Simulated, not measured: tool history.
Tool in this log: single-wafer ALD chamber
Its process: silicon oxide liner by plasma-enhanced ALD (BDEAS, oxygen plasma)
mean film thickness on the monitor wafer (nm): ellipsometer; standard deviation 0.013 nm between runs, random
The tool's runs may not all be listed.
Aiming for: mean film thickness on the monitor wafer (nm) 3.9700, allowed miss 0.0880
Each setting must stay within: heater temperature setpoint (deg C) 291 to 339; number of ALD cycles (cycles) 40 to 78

| run | day | heater temperature setpoint (deg C) | number of ALD cycles (cycles) | mean film thickness on the monitor wafer (nm) |
|---|---|---|---|---|
| 1 | 0.000 | 315 | 59 | 5.2736 |
| 2 | 0.062 | 316 | 54 | 4.8600 |
| 3 | 0.421 | 327 | 54 | 4.7824 |
| 4 | 0.654 | 327 | 57 | 5.0243 |
| 5 | 0.896 | 328 | 52 | 4.6001 |
| 6 | 0.979 | 328 | 55 | 4.8656 |
| 7 | 1.250 | 328 | 51 | 4.5083 |
| 8 | 1.625 | 328 | 49 | 4.3263 |
| 9 | 1.996 | 328 | 48 | 4.2386 |

Consider the 5 candidate settings below. Which is the only one whose results all fall within their allowed miss of target?
| A | 2.367 | 326 | 45 | ? |
| B | 2.367 | 332 | 47 | ? |
| C | 2.367 | 322 | 47 | ? |
| D | 2.367 | 334 | 49 | ? |
| E | 2.367 | 314 | 47 | ? |

| move | mean film thickness on the monitor wafer (nm) |
|---|---|
| A | 3.9961 |
| B | 4.1416 |
| C | 4.1951 |
| D | 4.3067 |
| E | 4.2379 |
A: every result lands within tolerance
B: nearer the targets than the last run, but a result is still out of spec
C: nearer the targets than the last run, but a result is still out of spec
D: misses by more than the last run did
E: neither nearer nor further off than the last run
The right move is A.
